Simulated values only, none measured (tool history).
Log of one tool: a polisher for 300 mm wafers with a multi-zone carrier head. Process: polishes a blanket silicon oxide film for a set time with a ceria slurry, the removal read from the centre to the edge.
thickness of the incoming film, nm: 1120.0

run  hour  flow of slurry (ml/min)  pressure of the head's centre zone  pressure of the head's middle zone  pressure of the head's edge zone  polishing time (s)  film removed at the wafer's centre (Å)  film removed at mid-radius (Å)  film removed at the wafer's edge (Å)
  1     0                      205                                   1                                   1                                 1                  41                                  1345.3                          1199.5                                1184.5
  2   4.5                      225                                1.02                                1.05                              1.01                  42                                  1423.9                          1303.9                                1251.3
  3  10.2                      240                                1.04                                1.09                              0.99                  43                                  1484.7                          1386.3                                1265.1
  4  12.2                      190                                1.04                                1.09                              0.99                  43                                  1437.4                          1326.7                                1228.8
  5    18                      215                                1.05                                1.12                              0.98                  44                                  1545.3                          1453.1                                1268.3
  6  18.6                      215                                1.05                                1.12                              1.02                  44                                  1516.5                          1416.5                                1286.3
  7  20.1                      215                                1.05                                1.12                              1.02                  44                                  1533.7                          1419.2                                1299.6

Forecast run 8:
     23.9  -- centre zone pressure recalibrated
  8  23.9                      235                                1.06                                1.14                              1.01                  44                                       ?                               ?                                     ?

Run 8 gave film removed at the wafer's centre (Å) 1407.3, film removed at mid-radius (Å) 1468.4, film removed at the wafer's edge (Å) 1284.2.

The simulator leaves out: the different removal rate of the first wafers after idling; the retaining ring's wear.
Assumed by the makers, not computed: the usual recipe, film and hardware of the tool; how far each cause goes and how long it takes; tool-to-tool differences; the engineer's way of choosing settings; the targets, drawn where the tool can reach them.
